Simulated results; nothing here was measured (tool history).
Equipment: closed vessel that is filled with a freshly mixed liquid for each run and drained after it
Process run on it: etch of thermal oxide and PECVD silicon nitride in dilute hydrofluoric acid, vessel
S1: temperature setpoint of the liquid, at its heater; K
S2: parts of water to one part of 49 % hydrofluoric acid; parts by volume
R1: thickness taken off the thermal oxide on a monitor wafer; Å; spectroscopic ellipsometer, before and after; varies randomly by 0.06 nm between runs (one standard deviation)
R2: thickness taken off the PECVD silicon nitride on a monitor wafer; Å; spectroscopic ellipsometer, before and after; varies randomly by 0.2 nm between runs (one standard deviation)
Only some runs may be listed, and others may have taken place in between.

run 1 hour=0 | S1=297.15 S2=285 time_in_the_liquid_(s)=790 | R1=100.33 R2=147.69
run 2 hour=1.1 | S1=297.15 S2=220 time_in_the_liquid_(s)=790 | R1=139.71 R2=193.69
run 3 hour=6 | S1=298.65 S2=245 time_in_the_liquid_(s)=810 | R1=132.45 R2=194.97
run 4 hour=12.1 | S1=299.65 S2=265 time_in_the_liquid_(s)=825 | R1=126.04 R2=193.05
run 5 hour=20.5 | S1=299.65 S2=185 time_in_the_liquid_(s)=825 | R1=198.63 R2=274.71
run 6 hour=26.8 | S1=300.15 S2=220 time_in_the_liquid_(s)=875 | R1=171.49 R2=261.59
run 7 hour=29.2 | S1=299.65 S2=330 time_in_the_liquid_(s)=1010 | R1=115.49 R2=191.27
run 8 hour=37.4 | S1=300.15 S2=335 time_in_the_liquid_(s)=1015 | R1=115.89 R2=198.92
run 9 hour=39.3 | S1=300.15 S2=340 time_in_the_liquid_(s)=1020 | R1=114.83 R2=191.75

Run 10 is up next; what results do you expect?
run 10 hour=44 | S1=300.65 S2=345 time_in_the_liquid_(s)=1025 | R1=? R2=?

Logged for run 10: R1 115.19 Å, R2 197.79 Å.
